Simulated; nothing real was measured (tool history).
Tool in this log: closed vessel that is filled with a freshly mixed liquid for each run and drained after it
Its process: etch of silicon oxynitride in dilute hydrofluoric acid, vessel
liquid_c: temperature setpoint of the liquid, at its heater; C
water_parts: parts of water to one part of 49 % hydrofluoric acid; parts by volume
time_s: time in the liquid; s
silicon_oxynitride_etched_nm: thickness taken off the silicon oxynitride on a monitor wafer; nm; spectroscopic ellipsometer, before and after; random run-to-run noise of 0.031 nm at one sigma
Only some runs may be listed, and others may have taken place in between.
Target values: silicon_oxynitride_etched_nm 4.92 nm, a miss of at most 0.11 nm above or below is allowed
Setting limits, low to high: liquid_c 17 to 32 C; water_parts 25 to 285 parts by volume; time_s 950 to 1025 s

Run 1, hour 0: liquid_c 24 C, water_parts 155 parts by volume, time_s 950 s. Result: silicon_oxynitride_etched_nm 8.0801 nm.
Run 2, hour 3.4: liquid_c 27.5 C, water_parts 155 parts by volume, time_s 950 s. Result: silicon_oxynitride_etched_nm 9.3548 nm.
Run 3, hour 4.4: liquid_c 27.5 C, water_parts 155 parts by volume, time_s 950 s. Result: silicon_oxynitride_etched_nm 9.2753 nm.
Run 4, hour 9: liquid_c 24.5 C, water_parts 155 parts by volume, time_s 950 s. Result: silicon_oxynitride_etched_nm 8.0684 nm.
Run 5, hour 16: liquid_c 23 C, water_parts 160 parts by volume, time_s 950 s. Result: silicon_oxynitride_etched_nm 7.3244 nm.
Run 6, hour 22.7: liquid_c 22 C, water_parts 165 parts by volume, time_s 950 s. Result: silicon_oxynitride_etched_nm 6.7919 nm.
Run 7, hour 30.6: liquid_c 21 C, water_parts 170 parts by volume, time_s 950 s. Result: silicon_oxynitride_etched_nm 6.3404 nm.
Run 8, hour 36.4: liquid_c 20 C, water_parts 175 parts by volume, time_s 950 s. Result: silicon_oxynitride_etched_nm 5.8152 nm.
Run 9, hour 38.7: liquid_c 19.5 C, water_parts 175 parts by volume, time_s 950 s. Result: silicon_oxynitride_etched_nm 5.6777 nm.
Run 10, hour 46.7: liquid_c 19 C, water_parts 175 parts by volume, time_s 950 s. Result: silicon_oxynitride_etched_nm 5.5274 nm.

Exactly one of the 4 candidate moves below puts every result within its allowed miss. Which one?
Run A, hour 54.7: liquid_c 17.5 C, water_parts 205 parts by volume, time_s 1010 s. Result: silicon_oxynitride_etched_nm ?.
Run B, hour 54.7: liquid_c 20 C, water_parts 165 parts by volume, time_s 1005 s. Result: silicon_oxynitride_etched_nm ?.
Run C, hour 54.7: liquid_c 19.5 C, water_parts 215 parts by volume, time_s 975 s. Result: silicon_oxynitride_etched_nm ?.
Run D, hour 54.7: liquid_c 19 C, water_parts 200 parts by volume, time_s 975 s. Result: silicon_oxynitride_etched_nm ?.

move  silicon_oxynitride_etched_nm
   A                        4.6199
   B                        6.5957
   C                        4.6423
   D                         4.922
A: takes the result that was furthest off past its target
B: its largest miss is bigger than the last run's
C: takes the result that was furthest off past its target
D: hits every target within its allowed miss
The move that meets every target is D.

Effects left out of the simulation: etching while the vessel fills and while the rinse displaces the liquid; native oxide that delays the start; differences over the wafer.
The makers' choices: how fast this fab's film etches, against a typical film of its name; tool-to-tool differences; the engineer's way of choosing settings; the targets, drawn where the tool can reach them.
